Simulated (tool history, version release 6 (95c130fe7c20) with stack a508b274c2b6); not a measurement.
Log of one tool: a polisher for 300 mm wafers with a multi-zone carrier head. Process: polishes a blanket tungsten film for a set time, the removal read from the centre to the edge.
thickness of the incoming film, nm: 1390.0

run,hour,flow of slurry (ml/min),pressure of the head's centre zone,pressure of the head's middle zone,pressure of the head's edge zone,abrasive content of the slurry,polishing time (s),film removed at the wafer's centre (angstrom),film removed at mid-radius (angstrom),film removed at the wafer's edge (angstrom)
1,0.0,180,1.00,1.00,1.00,1.00,60,3813.7,3840.5,3783.0
2,6.7,180,1.00,1.00,0.94,1.00,60,3838.7,3885.1,3768.1
3,12.7,175,1.05,0.96,0.93,0.85,55,3544.6,3241.7,3315.1
4,13.8,170,1.08,0.95,0.90,0.75,52,3407.8,2935.2,2995.5
# hour 19.5: worn pad replaced by a new one
5,19.5,160,1.09,0.93,0.88,0.65,51,3427.1,3060.9,3096.3
6,23.6,165,1.11,0.93,0.89,0.70,48,3391.6,2928.9,2952.1
7,27.3,175,1.12,0.89,0.87,0.65,45,3168.4,2641.3,2797.2
8,28.6,175,1.14,0.88,0.86,0.65,43,3207.2,2488.7,2615.1
9,29.4,175,1.13,0.87,0.85,0.65,43,3138.2,2471.4,2609.6

The next listed run, before its measurement:
10,33.6,175,1.12,0.86,0.84,0.65,43,?,?,?

{"run 10": {"film removed at the wafer's centre (angstrom)": 3041.9, "film removed at mid-radius (angstrom)": 2447.2, "film removed at the wafer's edge (angstrom)": 2581.7}}
